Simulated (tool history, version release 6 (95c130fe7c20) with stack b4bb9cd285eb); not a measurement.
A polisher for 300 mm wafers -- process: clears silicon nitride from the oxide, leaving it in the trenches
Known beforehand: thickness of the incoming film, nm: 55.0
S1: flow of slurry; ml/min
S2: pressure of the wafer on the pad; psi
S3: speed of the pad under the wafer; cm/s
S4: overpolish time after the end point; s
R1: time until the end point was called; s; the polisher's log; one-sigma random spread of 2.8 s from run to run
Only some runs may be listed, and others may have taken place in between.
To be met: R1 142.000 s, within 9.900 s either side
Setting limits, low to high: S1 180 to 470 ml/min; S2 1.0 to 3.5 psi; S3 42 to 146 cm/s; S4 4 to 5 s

run,hour,S1,S2,S3,S4,R1
1,0.0,300,2.2,94,5,89.946
2,2.8,300,1.8,94,5,102.100
3,7.2,300,1.4,94,5,117.820
4,13.0,300,1.4,108,5,97.484
5,13.6,300,1.3,104,5,108.090
6,22.0,300,1.2,100,5,115.020
7,23.2,300,1.2,98,5,118.900
8,30.7,300,1.2,96,5,120.220
9,39.2,300,1.2,94,5,123.080
10,40.2,300,1.2,92,5,126.460
11,43.6,300,1.2,90,5,121.890

Exactly one of the 5 candidate moves below puts every result within its allowed miss. Which one?
A,47.0,325,1.1,72,5,?
B,47.0,270,1.0,78,4,?
C,47.0,285,1.3,76,4,?
D,47.0,260,1.0,74,4,?
E,47.0,310,1.0,74,5,?

move,R1
A,159.630
B,156.210
C,142.120
D,164.670
E,162.430
A: carries the result that was furthest off beyond its target, to the other side
B: carries the result that was furthest off beyond its target, to the other side
C: meets every target
D: carries the result that was furthest off beyond its target, to the other side
E: carries the result that was furthest off beyond its target, to the other side
The right move is C.

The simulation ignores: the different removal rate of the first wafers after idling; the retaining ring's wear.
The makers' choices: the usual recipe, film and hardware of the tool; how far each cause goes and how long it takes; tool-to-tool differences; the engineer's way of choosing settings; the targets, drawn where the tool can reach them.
